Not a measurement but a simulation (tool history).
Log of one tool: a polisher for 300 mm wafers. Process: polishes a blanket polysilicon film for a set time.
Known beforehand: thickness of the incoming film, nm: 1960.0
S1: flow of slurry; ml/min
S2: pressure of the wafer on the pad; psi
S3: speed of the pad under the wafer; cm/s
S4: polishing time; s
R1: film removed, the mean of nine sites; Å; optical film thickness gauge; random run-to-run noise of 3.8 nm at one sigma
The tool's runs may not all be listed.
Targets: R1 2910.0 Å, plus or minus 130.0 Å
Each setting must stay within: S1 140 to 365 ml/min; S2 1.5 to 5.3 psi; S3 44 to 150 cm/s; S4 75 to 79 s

run    day   S1   S2  S3  S4      R1
  1  0.000  235  3.4  96  75  6061.0
  2  0.129  235  3.4  96  79  6384.5
  3  0.271  235  3.2  94  79  5817.4
  4  0.629  235  3.0  92  79  5459.8
  5  0.779  235  3.0  68  79  4051.5
  6  1.088  235  3.0  68  75  3827.7
  7  1.108  235  2.9  68  75  3689.4
  8  1.388  235  2.8  68  75  3632.8
  9  1.717  235  2.7  68  75  3531.8
 10  2.021  235  2.6  68  75  3338.2
 11  2.183  235  2.4  68  75  3119.2
 12  2.279  235  2.1  68  75  2744.3

4 candidate next runs follow, results not yet known. Just one meets every target within its allowed miss. Identify it.
  A  2.375  245  2.0  64  78   ?
  B  2.375  275  1.5  88  75   ?
  C  2.375  280  1.9  66  78   ?
  D  2.375  145  2.2  70  79   ?

move      R1
   A  2550.4
   B  2565.7
   C  2531.0
   D  2928.4
A: lands further from the targets than the last run did
B: lands further from the targets than the last run did
C: lands further from the targets than the last run did
D: every result within its allowed miss
D meets every target.
